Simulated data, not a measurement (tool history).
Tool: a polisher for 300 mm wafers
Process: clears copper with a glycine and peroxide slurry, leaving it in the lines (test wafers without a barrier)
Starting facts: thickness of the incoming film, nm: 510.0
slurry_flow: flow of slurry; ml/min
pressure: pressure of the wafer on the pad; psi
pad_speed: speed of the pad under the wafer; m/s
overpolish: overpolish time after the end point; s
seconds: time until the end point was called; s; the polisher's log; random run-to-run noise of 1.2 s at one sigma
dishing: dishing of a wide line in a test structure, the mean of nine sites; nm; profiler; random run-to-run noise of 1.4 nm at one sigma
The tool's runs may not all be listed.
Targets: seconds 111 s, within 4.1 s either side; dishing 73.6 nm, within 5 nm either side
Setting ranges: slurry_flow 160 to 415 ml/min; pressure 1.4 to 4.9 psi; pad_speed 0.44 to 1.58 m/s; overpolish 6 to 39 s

run	hour	slurry_flow	pressure	pad_speed	overpolish	seconds	dishing
1	0	265	3.1	1	20	87.749	72.478
2	3.4	265	3.1	1	13	88.673	54.023
3	9.5	295	3.1	1	13	86.012	53.585
4	14.8	295	3.6	1	13	75.775	56.753
5	19.6	295	3.6	1	6	77.505	29.535
6	22.7	295	3.6	0.88	6	80.786	27.951
7	28.9	290	3.2	0.96	8	87.105	35.998
8	36.8	285	2.9	1.02	9	90.035	37.461
9	44.7	280	2.7	1.04	11	95.195	42.994
10	50.5	275	2.6	1.06	12	95.669	45.24
11	55.7	270	2.5	1.08	13	98.731	46.152
12	57.7	265	2.4	1.08	15	102.58	52.088
13	63.6	260	2.4	1.08	16	102.67	53.072
14	71.3	255	2.4	1.08	17	101.04	54.861
15	75.1	260	2.3	1.08	18	104.47	56.456
16	84	255	2.3	1.08	19	107.74	59.964

Which of these 4 next moves meets every target?
A	92.9	335	2.7	0.82	14	?	?
B	92.9	290	2	1.1	35	?	?
C	92.9	310	1.9	1.28	27	?	?
D	92.9	250	2.1	1.04	14	?	?

move	seconds	dishing
A	103.64	47.776
B	114.56	85.622
C	109.47	73.866
D	115.43	43.315
A: the biggest miss grows against the last run
B: the result that was furthest off in the last run now lies on the other side of its target
C: each result inside its tolerance
D: the biggest miss grows against the last run
C is the move that brings every result within its allowed miss.
